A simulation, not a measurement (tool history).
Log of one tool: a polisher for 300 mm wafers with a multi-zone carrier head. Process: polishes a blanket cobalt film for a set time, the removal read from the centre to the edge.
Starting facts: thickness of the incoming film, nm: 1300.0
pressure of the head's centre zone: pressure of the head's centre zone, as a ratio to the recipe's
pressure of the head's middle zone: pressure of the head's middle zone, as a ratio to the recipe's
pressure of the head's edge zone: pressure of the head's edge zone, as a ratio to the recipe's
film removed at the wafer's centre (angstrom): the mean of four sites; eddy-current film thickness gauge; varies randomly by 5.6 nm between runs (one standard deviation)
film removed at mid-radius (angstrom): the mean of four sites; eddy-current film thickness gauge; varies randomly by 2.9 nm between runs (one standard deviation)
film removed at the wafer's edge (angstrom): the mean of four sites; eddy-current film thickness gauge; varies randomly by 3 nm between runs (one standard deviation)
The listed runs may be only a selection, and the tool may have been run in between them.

run,hour,flow of slurry (ml/min),pressure of the head's centre zone,pressure of the head's middle zone,pressure of the head's edge zone,polishing time (s),film removed at the wafer's centre (angstrom),film removed at mid-radius (angstrom),film removed at the wafer's edge (angstrom)
1,0,210,1,1,1,52,3229.4,3088.2,3197
2,5,225,1.02,1.04,1.01,54,3383.3,3333.3,3347.3
3,9.5,250,1.02,1.04,1.01,54,3446.7,3408,3381.7
4,12.8,250,1.02,1.04,1.01,45,2850.8,2816.4,2823.2
5,17.1,250,1.02,1.12,1.01,45,2866.2,3014.5,2793.9
6,19.2,250,1.02,1.12,1.08,45,2851.3,3003,2843.7

Predict the results of run 7:
7,23.8,260,1.04,1.14,1.08,49,?,?,?

film removed at the wafer's centre (angstrom): 3152.7
film removed at mid-radius (angstrom): 3340.3
film removed at the wafer's edge (angstrom): 3146.7
